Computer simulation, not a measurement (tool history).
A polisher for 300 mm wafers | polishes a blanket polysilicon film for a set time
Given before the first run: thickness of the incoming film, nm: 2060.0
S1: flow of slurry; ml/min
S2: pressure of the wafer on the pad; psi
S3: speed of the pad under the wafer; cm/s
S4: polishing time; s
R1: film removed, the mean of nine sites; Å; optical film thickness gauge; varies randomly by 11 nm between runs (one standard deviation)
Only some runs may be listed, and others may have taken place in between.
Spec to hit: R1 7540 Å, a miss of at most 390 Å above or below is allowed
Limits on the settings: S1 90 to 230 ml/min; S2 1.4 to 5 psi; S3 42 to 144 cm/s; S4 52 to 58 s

run,day,S1,S2,S3,S4,R1
1,0,150,3.2,92,58,5288.6
2,0.208,150,3.6,92,58,5863.9
3,0.542,150,3.9,92,58,6482.2
4,0.829,150,3.9,92,52,5535.5
# day 1.167: head pressure recalibrated
5,1.167,150,3.3,92,52,5095.2
6,1.488,175,3.3,92,52,5372.7
7,1.775,185,3.6,94,52,6102.6
8,1.929,195,3.8,94,52,6219.4
9,2.133,195,4,96,52,6759

Which of these 5 next moves meets every target?
A,2.338,205,4.2,100,58,?
B,2.338,210,3.9,108,58,?
C,2.338,195,4,94,54,?
D,2.338,195,3.8,100,52,?
E,2.338,195,4.4,94,53,?

move,R1
A,8472.8
B,8521.7
C,7034
D,6842.1
E,7577.4
A: pushes the last run's worst result past its target
B: pushes the last run's worst result past its target
C: closes in on the targets versus the last run, not all within tolerance yet
D: closes in on the targets versus the last run, not all within tolerance yet
E: hits every target within its allowed miss
Answer: E
